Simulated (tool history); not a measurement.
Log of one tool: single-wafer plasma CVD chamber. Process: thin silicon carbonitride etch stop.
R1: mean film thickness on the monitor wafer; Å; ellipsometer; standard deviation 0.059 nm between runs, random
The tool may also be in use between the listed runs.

Run 1, hour 0: RF power (W) 265, deposition time (s) 26.2. Result: R1 177.89 Å.
Run 2, hour 0.6: RF power (W) 285, deposition time (s) 26.2. Result: R1 182.45 Å.
Run 3, hour 8.7: RF power (W) 250, deposition time (s) 26.2. Result: R1 172.58 Å.
Run 4, hour 14.6: RF power (W) 240, deposition time (s) 26.2. Result: R1 171.43 Å.
Run 5, hour 23.1: RF power (W) 240, deposition time (s) 23.4. Result: R1 152.49 Å.
Run 6, hour 28.5: RF power (W) 255, deposition time (s) 23.5. Result: R1 155.87 Å.
Run 7, hour 35.1: RF power (W) 265, deposition time (s) 23.6. Result: R1 158.69 Å.
Run 8, hour 40: RF power (W) 275, deposition time (s) 23.6. Result: R1 161.09 Å.

Expected results for the next run?
Run 9, hour 42: RF power (W) 280, deposition time (s) 23.6. Result: R1 ?.

{"run 9": {"R1": 161.81}}
